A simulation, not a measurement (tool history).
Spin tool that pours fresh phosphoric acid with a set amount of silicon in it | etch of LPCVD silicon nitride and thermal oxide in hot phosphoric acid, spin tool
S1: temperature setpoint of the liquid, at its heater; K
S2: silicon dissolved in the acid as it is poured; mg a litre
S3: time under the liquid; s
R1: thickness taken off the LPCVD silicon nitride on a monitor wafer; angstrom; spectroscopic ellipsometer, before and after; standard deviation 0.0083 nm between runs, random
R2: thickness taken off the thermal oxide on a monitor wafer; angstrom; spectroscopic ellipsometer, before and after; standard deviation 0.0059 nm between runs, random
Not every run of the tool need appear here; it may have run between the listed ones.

run	hour	S1	S2	S3	R1	R2
1	0	434.15	12.5	90	80.261	2.3894
2	5.9	434.15	12.5	70	63.243	1.6158
3	6.7	432.65	12	55	46.771	0.95714
4	14.4	431.65	8.5	45	36.959	0.91219
5	19.3	431.65	12	45	37.022	0.86449
6	19.9	431.15	8.5	35	28.247	0.91171
7	21.3	430.65	8.5	30	24.148	0.54761
8	23.2	430.15	6.5	30	23.628	0.66132
9	32.2	430.15	6.5	25	19.686	0.4454
10	36.9	430.15	6	25	19.543	0.47031
11	42.2	429.65	6	25	19.277	0.50802
12	51	429.65	6	20	15.374	0.38703
13	56.9	430.15	6	20	15.687	0.39866
14	61.1	430.65	7.5	20	15.971	0.39358
15	66.6	430.65	9	20	15.942	0.44305
16	69.7	433.15	2	25	21.742	0.72637
17	78.6	430.65	5.5	25	20.079	0.65214
18	85.5	429.65	13.5	20	15.51	0.33787
19	87.2	430.65	13	20	16.042	0.29979
20	93.3	431.65	11.5	20	16.509	0.43557
21	97.7	431.65	11.5	20	16.507	0.38007
22	106.6	432.15	10	20	16.784	0.38665
23	115.6	432.15	8.5	20	16.754	0.53088
24	124.5	431.65	7.5	20	16.659	0.41197
25	128.3	431.65	7	20	16.505	0.44673
26	133.7	431.65	7.5	20	16.542	0.44238

Forecast run 27:
27	137.1	431.65	7	20	?	?

For run 27 the tool returned R1 16.521 angstrom, R2 0.42469 angstrom.

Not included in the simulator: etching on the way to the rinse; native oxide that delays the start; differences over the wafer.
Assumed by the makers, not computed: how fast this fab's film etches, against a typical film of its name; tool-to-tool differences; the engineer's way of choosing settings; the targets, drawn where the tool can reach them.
